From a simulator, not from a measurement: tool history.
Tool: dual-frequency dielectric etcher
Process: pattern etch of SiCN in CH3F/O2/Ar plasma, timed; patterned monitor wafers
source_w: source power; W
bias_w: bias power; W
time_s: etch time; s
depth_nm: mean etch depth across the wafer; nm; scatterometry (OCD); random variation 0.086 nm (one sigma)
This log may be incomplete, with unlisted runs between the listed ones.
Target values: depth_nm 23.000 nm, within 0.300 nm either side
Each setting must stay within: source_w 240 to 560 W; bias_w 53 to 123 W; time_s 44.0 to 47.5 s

run    day  source_w  bias_w  time_s  depth_nm
  1  0.000       400      88    47.5    20.737
  2  0.329       400      73    47.5    19.801
  3  0.600       400      83    47.5    20.475
  4  0.688       400      92    47.5    21.192
  5  0.721       410      92    47.5    21.208
  6  0.917       410      92    44.0    19.864
  7  1.012       420      94    44.0    20.036
  8  1.142       430      97    44.0    20.355
  9  1.446       440     100    44.0    20.762
 10  1.658       450     102    44.0    21.168
 11  1.908       460     102    44.0    21.327
 12  1.938       470     102    44.0    21.569
 13  2.062       480     102    44.0    21.553

Exercise: of the 4 proposed moves below, exactly one satisfies all targets within the stated allowed misses. Which move is it?
  A  2.188       460      94    47.0         ?
  B  2.188       380     115    47.5         ?
  C  2.188       420     106    44.0         ?
  D  2.188       480     105    46.5         ?

move  depth_nm
   A    22.390
   B    22.054
   C    20.833
   D    23.223
A: nearer the targets than the last run, but a result is still out of spec
B: nearer the targets than the last run, but a result is still out of spec
C: moves away from the targets compared with the last run
D: in spec on every target
Go with D: it meets all targets.

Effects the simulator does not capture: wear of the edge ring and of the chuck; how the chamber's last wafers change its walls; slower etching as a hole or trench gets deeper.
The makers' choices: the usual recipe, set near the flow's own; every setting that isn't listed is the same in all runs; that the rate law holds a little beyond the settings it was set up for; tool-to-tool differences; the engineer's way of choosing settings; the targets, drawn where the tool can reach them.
